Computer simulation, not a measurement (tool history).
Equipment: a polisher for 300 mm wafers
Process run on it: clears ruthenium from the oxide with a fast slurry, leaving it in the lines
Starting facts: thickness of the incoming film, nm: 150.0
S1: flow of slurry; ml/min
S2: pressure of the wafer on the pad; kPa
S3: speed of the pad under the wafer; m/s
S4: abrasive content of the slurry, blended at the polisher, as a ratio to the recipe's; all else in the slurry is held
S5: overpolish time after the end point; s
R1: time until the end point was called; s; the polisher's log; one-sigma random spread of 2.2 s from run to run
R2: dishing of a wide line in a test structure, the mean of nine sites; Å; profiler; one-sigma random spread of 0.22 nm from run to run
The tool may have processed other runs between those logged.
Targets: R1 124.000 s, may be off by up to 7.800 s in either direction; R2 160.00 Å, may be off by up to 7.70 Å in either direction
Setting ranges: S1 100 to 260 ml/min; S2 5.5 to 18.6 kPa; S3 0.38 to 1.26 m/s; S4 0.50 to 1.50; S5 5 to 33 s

Run 1, day 0.000: S1 165 ml/min, S2 11.7 kPa, S3 0.82 m/s, S4 1.00, S5 17 s. Result: R1 66.088 s, R2 267.23 Å.
Run 2, day 0.258: S1 165 ml/min, S2 11.0 kPa, S3 0.80 m/s, S4 1.00, S5 17 s. Result: R1 71.008 s, R2 253.35 Å.
Run 3, day 0.604: S1 165 ml/min, S2 11.0 kPa, S3 0.80 m/s, S4 0.90, S5 17 s. Result: R1 75.347 s, R2 240.44 Å.
Run 4, day 0.671: S1 165 ml/min, S2 11.0 kPa, S3 0.70 m/s, S4 0.90, S5 17 s. Result: R1 84.982 s, R2 209.45 Å.
Run 5, day 0.804: S1 165 ml/min, S2 13.8 kPa, S3 0.70 m/s, S4 0.90, S5 17 s. Result: R1 69.987 s, R2 261.02 Å.
Run 6, day 0.854: S1 165 ml/min, S2 13.8 kPa, S3 0.70 m/s, S4 1.05, S5 17 s. Result: R1 66.531 s, R2 271.62 Å.
Run 7, day 1.217: S1 165 ml/min, S2 12.4 kPa, S3 0.70 m/s, S4 1.05, S5 17 s. Result: R1 72.702 s, R2 250.37 Å.
Run 8, day 1.383: S1 150 ml/min, S2 9.0 kPa, S3 0.66 m/s, S4 1.05, S5 18 s. Result: R1 104.490 s, R2 184.82 Å.
Run 9, day 1.450: S1 140 ml/min, S2 6.9 kPa, S3 0.66 m/s, S4 1.05, S5 19 s. Result: R1 135.680 s, R2 156.41 Å.
Run 10, day 1.712: S1 145 ml/min, S2 6.9 kPa, S3 0.66 m/s, S4 1.05, S5 19 s. Result: R1 138.430 s, R2 156.20 Å.

Which one of the following 4 next-run settings gets every result inside its allowed miss? There is exactly one.
Run A, day 1.975: S1 120 ml/min, S2 10.3 kPa, S3 0.50 m/s, S4 1.15, S5 18 s. Result: R1 ?, R2 ?.
Run B, day 1.975: S1 160 ml/min, S2 5.5 kPa, S3 0.76 m/s, S4 0.75, S5 22 s. Result: R1 ?, R2 ?.
Run C, day 1.975: S1 210 ml/min, S2 7.6 kPa, S3 0.62 m/s, S4 1.20, S5 19 s. Result: R1 ?, R2 ?.
Run D, day 1.975: S1 140 ml/min, S2 6.2 kPa, S3 0.70 m/s, S4 1.00, S5 21 s. Result: R1 ?, R2 ?.

move       R1      R2
   A  120.960  161.83
   B  158.260  151.63
   C  117.470  175.21
   D  141.570  161.35
A: every result lands within tolerance
B: moves away from the targets compared with the last run
C: puts the biggest miss on target and leaves a different result outside tolerance
D: moves away from the targets compared with the last run
Correct choice: A, which meets every target
